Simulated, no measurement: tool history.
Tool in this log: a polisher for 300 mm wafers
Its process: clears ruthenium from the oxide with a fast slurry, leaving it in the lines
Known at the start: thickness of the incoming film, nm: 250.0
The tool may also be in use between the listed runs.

run    day  flow of slurry (ml/min)  pressure of the wafer on the pad (psi)  speed of the pad under the wafer (cm/s)  abrasive content of the slurry  overpolish time after the end point (s)  time until the end point was called (s)  dishing of a wide line in a test structure (nm)
  1  0.000                      150                                     2.3                                       80                             1.0                                       25                                   73.618                                           58.738
  2  0.283                      150                                     2.3                                       80                             1.0                                       19                                   72.852                                           45.842
  3  0.450                      150                                     2.3                                       66                             1.0                                       19                                   86.788                                           38.059
  4  0.608                      150                                     2.5                                       68                             1.0                                       22                                   78.910                                           49.218
  5  0.783                      165                                     2.5                                       68                             1.0                                       22                                   77.631                                           50.816
  6  0.808                      165                                     2.7                                       68                             1.0                                       24                                   73.484                                           55.457

Run 7 is up next; what results do you expect?
  7  1.042                      165                                     2.8                                       68                             1.0                                       26                                        ?                                                ?

Run 7 came out at time until the end point was called (s) 71.625, dishing of a wide line in a test structure (nm) 63.348.
